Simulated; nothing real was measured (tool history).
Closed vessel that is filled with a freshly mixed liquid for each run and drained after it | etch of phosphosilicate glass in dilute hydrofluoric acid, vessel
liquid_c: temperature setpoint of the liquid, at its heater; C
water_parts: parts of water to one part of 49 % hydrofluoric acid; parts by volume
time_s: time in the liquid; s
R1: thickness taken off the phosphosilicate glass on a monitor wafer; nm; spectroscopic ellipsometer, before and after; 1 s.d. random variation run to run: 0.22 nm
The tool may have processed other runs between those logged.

{"run": 1, "hour": 0.0, "liquid_c": 23, "water_parts": 70, "time_s": 35, "R1": 41.267}
{"run": 2, "hour": 4.2, "liquid_c": 23, "water_parts": 55, "time_s": 35, "R1": 53.8}
{"run": 3, "hour": 11.8, "liquid_c": 22, "water_parts": 55, "time_s": 35, "R1": 51.927}
{"run": 4, "hour": 19.5, "liquid_c": 22, "water_parts": 55, "time_s": 35, "R1": 51.943}
{"run": 5, "hour": 22.9, "liquid_c": 22, "water_parts": 45, "time_s": 35, "R1": 63.624}
{"run": 6, "hour": 30.1, "liquid_c": 20.5, "water_parts": 50, "time_s": 35, "R1": 53.298}

What will run 7 give?
{"run": 7, "hour": 39.2, "liquid_c": 19.5, "water_parts": 50, "time_s": 35, "R1": "?"}

{"run 7": {"R1": 51.554}}

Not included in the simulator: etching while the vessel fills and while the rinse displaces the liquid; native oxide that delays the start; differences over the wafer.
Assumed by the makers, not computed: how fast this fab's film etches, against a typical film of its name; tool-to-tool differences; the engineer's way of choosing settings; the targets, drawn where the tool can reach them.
